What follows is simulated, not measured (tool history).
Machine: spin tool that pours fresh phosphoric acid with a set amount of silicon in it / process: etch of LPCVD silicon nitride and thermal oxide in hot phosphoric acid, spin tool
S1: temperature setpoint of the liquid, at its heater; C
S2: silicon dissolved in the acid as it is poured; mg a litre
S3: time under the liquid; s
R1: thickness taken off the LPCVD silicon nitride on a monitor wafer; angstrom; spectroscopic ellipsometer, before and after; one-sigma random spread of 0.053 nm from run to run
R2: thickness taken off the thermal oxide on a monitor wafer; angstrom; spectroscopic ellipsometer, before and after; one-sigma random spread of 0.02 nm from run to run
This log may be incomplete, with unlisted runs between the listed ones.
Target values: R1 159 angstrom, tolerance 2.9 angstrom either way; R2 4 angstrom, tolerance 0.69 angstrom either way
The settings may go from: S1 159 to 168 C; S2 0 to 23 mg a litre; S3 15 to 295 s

Run 1, hour 0: S1 164 C, S2 10 mg a litre, S3 150 s. Result: R1 140.48 angstrom, R2 4.5049 angstrom.
Run 2, hour 1.4: S1 164.5 C, S2 12 mg a litre, S3 150 s. Result: R1 143.02 angstrom, R2 4.4063 angstrom.
Run 3, hour 5.2: S1 166 C, S2 12 mg a litre, S3 150 s. Result: R1 150.68 angstrom, R2 5.2453 angstrom.
Run 4, hour 12.4: S1 166 C, S2 15 mg a litre, S3 150 s. Result: R1 149.9 angstrom, R2 4.6615 angstrom.
Run 5, hour 21: S1 166 C, S2 16 mg a litre, S3 150 s. Result: R1 150.57 angstrom, R2 4.5084 angstrom.
Run 6, hour 29.9: S1 166 C, S2 20.5 mg a litre, S3 150 s. Result: R1 149.82 angstrom, R2 4.0506 angstrom.
Run 7, hour 38.9: S1 166 C, S2 20.5 mg a litre, S3 150 s. Result: R1 150.45 angstrom, R2 4.5435 angstrom.
Run 8, hour 42.8: S1 166 C, S2 21 mg a litre, S3 150 s. Result: R1 150.38 angstrom, R2 4.122 angstrom.
Run 9, hour 47.3: S1 166 C, S2 21 mg a litre, S3 150 s. Result: R1 150.44 angstrom, R2 4.4632 angstrom.
Run 10, hour 51.5: S1 165.5 C, S2 23 mg a litre, S3 165 s. Result: R1 162.96 angstrom, R2 4.2998 angstrom.

Exactly one of the 5 candidate moves below puts every result within its allowed miss. Which one?
Run A, hour 55.7: S1 162 C, S2 19 mg a litre, S3 180 s. Result: R1 ?, R2 ?.
Run B, hour 55.7: S1 165 C, S2 23 mg a litre, S3 175 s. Result: R1 ?, R2 ?.
Run C, hour 55.7: S1 165.5 C, S2 22.5 mg a litre, S3 155 s. Result: R1 ?, R2 ?.
Run D, hour 55.7: S1 163 C, S2 23 mg a litre, S3 185 s. Result: R1 ?, R2 ?.
Run E, hour 55.7: S1 159.5 C, S2 23 mg a litre, S3 185 s. Result: R1 ?, R2 ?.

move      R1      R2
   A  159.32  3.9077
   B  171.04  4.2027
   C  153.99  3.9198
   D  169.27  3.8413
   E   150.6  2.9682
A: each result inside its tolerance
B: lands further from the targets than the last run did
C: the result that was furthest off in the last run now lies on the other side of its target
D: lands further from the targets than the last run did
E: the result that was furthest off in the last run now lies on the other side of its target
Go with A: it meets all targets.

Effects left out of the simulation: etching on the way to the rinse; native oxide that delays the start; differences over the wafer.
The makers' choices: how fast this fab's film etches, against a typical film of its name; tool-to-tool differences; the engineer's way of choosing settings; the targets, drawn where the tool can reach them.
